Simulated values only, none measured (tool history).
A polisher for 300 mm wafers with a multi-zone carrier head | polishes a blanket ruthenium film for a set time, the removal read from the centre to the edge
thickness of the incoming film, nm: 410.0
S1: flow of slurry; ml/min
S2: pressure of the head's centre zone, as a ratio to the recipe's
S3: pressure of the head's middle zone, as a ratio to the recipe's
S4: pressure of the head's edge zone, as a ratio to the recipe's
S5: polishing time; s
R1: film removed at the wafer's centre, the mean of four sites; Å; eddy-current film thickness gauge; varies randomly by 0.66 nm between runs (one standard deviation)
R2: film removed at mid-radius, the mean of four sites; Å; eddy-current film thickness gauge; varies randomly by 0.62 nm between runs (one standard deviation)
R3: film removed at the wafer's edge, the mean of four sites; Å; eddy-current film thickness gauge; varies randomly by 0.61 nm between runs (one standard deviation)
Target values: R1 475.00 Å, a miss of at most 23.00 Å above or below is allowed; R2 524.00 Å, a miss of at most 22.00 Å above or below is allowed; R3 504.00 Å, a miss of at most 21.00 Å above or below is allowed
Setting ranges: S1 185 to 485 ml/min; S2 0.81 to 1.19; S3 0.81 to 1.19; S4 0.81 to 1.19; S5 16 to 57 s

Run 1, hour 0.0: S1 310 ml/min, S2 1.00, S3 1.00, S4 1.00, S5 36 s. Result: R1 352.44 Å, R2 404.97 Å, R3 405.02 Å.
Run 2, hour 8.7: S1 310 ml/min, S2 1.02, S3 1.02, S4 1.02, S5 37 s. Result: R1 369.54 Å, R2 419.39 Å, R3 429.31 Å.
Run 3, hour 10.0: S1 315 ml/min, S2 1.05, S3 1.05, S4 1.02, S5 38 s. Result: R1 393.32 Å, R2 453.12 Å, R3 439.35 Å.
Run 4, hour 17.6: S1 315 ml/min, S2 1.07, S3 1.06, S4 1.04, S5 39 s. Result: R1 400.52 Å, R2 455.97 Å, R3 453.54 Å.
Run 5, hour 19.1: S1 320 ml/min, S2 1.09, S3 1.07, S4 1.04, S5 40 s. Result: R1 426.93 Å, R2 474.49 Å, R3 473.35 Å.
Run 6, hour 24.4: S1 320 ml/min, S2 1.09, S3 1.07, S4 1.07, S5 40 s. Result: R1 423.90 Å, R2 479.96 Å, R3 469.61 Å.
Run 7, hour 29.0: S1 325 ml/min, S2 1.10, S3 1.08, S4 1.07, S5 41 s. Result: R1 451.25 Å, R2 497.08 Å, R3 475.38 Å.
Run 8, hour 37.0: S1 320 ml/min, S2 1.10, S3 1.08, S4 1.07, S5 42 s. Result: R1 442.21 Å, R2 504.24 Å, R3 500.50 Å.
Run 9, hour 37.6: S1 320 ml/min, S2 1.10, S3 1.08, S4 1.07, S5 42 s. Result: R1 453.90 Å, R2 512.23 Å, R3 502.56 Å.

Of the 4 settings listed for the next run, only one would bring every result within its allowed miss of target. Which one?
Run A, hour 38.2: S1 295 ml/min, S2 1.12, S3 0.97, S4 1.11, S5 42 s. Result: R1 ?, R2 ?, R3 ?.
Run B, hour 38.2: S1 270 ml/min, S2 1.14, S3 1.11, S4 1.08, S5 43 s. Result: R1 ?, R2 ?, R3 ?.
Run C, hour 38.2: S1 265 ml/min, S2 1.00, S3 1.02, S4 1.05, S5 44 s. Result: R1 ?, R2 ?, R3 ?.
Run D, hour 38.2: S1 325 ml/min, S2 1.18, S3 1.02, S4 1.04, S5 42 s. Result: R1 ?, R2 ?, R3 ?.

move      R1      R2      R3
   A  460.59  456.65  499.20
   B  475.16  515.94  499.27
   C  424.13  492.14  503.46
   D  491.26  480.12  486.61
A: the furthest-off result lands on target, but another misses its tolerance
B: all results in spec
C: lands further from the targets than the last run did
D: the furthest-off result lands on target, but another misses its tolerance
The right move is B.

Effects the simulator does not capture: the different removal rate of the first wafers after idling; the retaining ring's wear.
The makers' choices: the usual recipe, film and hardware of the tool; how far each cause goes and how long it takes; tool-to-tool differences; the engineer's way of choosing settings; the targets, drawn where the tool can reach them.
